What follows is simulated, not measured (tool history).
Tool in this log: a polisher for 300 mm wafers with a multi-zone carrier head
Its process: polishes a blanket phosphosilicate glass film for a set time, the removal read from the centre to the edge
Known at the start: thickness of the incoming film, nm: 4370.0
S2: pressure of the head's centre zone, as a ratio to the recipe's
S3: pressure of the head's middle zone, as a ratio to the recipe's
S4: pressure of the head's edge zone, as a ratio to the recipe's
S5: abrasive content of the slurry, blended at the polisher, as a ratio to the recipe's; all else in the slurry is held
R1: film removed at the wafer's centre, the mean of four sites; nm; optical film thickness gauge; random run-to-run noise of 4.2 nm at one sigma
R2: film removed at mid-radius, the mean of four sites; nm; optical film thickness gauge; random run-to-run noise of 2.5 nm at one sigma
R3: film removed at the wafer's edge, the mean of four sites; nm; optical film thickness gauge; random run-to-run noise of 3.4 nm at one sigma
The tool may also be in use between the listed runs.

run 1 day=0 | flow_of_slurry_(ml/min)=120 S2=1 S3=1 S4=1 S5=1 polishing_time_(s)=41 | R1=362.87 R2=358.63 R3=358.15
run 2 day=0.121 | flow_of_slurry_(ml/min)=120 S2=1.02 S3=1.01 S4=0.96 S5=0.9 polishing_time_(s)=40 | R1=330.09 R2=332.21 R3=320.03
run 3 day=0.488 | flow_of_slurry_(ml/min)=120 S2=1.02 S3=1.01 S4=0.96 S5=1 polishing_time_(s)=40 | R1=367.12 R2=358.88 R3=340.51
run 4 day=0.658 | flow_of_slurry_(ml/min)=120 S2=1.02 S3=0.97 S4=0.96 S5=1 polishing_time_(s)=40 | R1=353.38 R2=343.89 R3=343.69
run 5 day=0.692 | flow_of_slurry_(ml/min)=120 S2=1.06 S3=0.97 S4=0.96 S5=1 polishing_time_(s)=40 | R1=366.97 R2=346.07 R3=345.12
run 6 day=0.871 | flow_of_slurry_(ml/min)=120 S2=1.06 S3=0.97 S4=0.96 S5=1.1 polishing_time_(s)=40 | R1=404.72 R2=367.83 R3=354.46
run 7 day=1.033 | flow_of_slurry_(ml/min)=120 S2=1.08 S3=0.98 S4=0.93 S5=1 polishing_time_(s)=39 | R1=370.01 R2=342.87 R3=328.37

Expected results for the next run?
run 8 day=1.233 | flow_of_slurry_(ml/min)=120 S2=1.1 S3=0.99 S4=0.91 S5=0.95 polishing_time_(s)=38 | R1=? R2=? R3=?

{"run 8": {"R1": 353.82, "R2": 318.33, "R3": 306.55}}
